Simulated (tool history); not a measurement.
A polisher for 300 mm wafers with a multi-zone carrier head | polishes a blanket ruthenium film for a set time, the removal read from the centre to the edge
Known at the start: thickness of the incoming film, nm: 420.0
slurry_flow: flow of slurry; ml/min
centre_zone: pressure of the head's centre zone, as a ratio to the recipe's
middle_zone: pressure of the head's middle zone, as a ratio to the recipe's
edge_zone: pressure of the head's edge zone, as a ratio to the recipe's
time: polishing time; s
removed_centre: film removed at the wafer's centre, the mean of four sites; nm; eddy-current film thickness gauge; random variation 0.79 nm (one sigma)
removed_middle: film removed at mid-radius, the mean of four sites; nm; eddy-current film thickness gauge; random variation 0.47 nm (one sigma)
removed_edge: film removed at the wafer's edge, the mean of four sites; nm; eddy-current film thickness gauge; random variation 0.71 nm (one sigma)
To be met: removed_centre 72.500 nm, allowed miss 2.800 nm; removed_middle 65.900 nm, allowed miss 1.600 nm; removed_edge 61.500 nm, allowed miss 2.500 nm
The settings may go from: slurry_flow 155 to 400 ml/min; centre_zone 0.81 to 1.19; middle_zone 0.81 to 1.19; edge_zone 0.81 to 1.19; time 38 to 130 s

| run | hour | slurry_flow | centre_zone | middle_zone | edge_zone | time | removed_centre | removed_middle | removed_edge |
|---|---|---|---|---|---|---|---|---|---|
| 1 | 0.0 | 255 | 1.00 | 1.00 | 1.00 | 84 | 100.200 | 101.140 | 100.460 |
| 2 | 4.5 | 255 | 1.00 | 1.06 | 1.00 | 84 | 100.650 | 104.130 | 102.720 |
| 3 | 10.8 | 255 | 1.00 | 1.06 | 1.00 | 103 | 125.030 | 129.810 | 124.890 |
| 4 | 12.2 | 255 | 1.02 | 1.04 | 0.95 | 89 | 108.070 | 109.150 | 106.180 |
| 5 | 19.1 | 225 | 1.02 | 1.04 | 0.95 | 89 | 105.410 | 107.890 | 103.590 |
| 6 | 26.2 | 210 | 1.05 | 1.03 | 0.92 | 79 | 95.680 | 93.990 | 89.443 |
| 7 | 29.5 | 200 | 1.06 | 1.02 | 0.89 | 73 | 87.957 | 85.486 | 82.421 |
| 8 | 35.4 | 190 | 1.08 | 1.02 | 0.87 | 68 | 83.344 | 78.313 | 72.913 |
| 9 | 36.3 | 185 | 1.08 | 1.01 | 0.86 | 65 | 79.084 | 74.792 | 69.810 |
| 10 | 42.2 | 185 | 1.08 | 1.00 | 0.85 | 63 | 76.877 | 71.724 | 66.838 |
| 11 | 46.5 | 185 | 1.08 | 0.99 | 0.84 | 62 | 75.478 | 69.747 | 68.447 |

Which of these 5 next moves meets every target?
| A | 50.8 | 155 | 1.14 | 1.04 | 0.89 | 58 | ? | ? | ? |
| B | 50.8 | 155 | 1.05 | 1.02 | 0.81 | 59 | ? | ? | ? |
| C | 50.8 | 160 | 1.06 | 1.03 | 0.83 | 58 | ? | ? | ? |
| D | 50.8 | 190 | 1.10 | 1.08 | 0.83 | 58 | ? | ? | ? |
| E | 50.8 | 175 | 0.92 | 1.00 | 0.83 | 63 | ? | ? | ? |

| move | removed_centre | removed_middle | removed_edge |
|---|---|---|---|
| A | 72.726 | 65.917 | 61.346 |
| B | 68.090 | 65.997 | 59.850 |
| C | 68.133 | 65.884 | 59.767 |
| D | 73.519 | 70.971 | 61.230 |
| E | 65.517 | 71.171 | 65.832 |
A: meets every target
B: brings the result that was furthest off to its target, and leaves another outside
C: brings the result that was furthest off to its target, and leaves another outside
D: brings the result that was furthest off to its target, and leaves another outside
E: further off than the last run
Answer: A
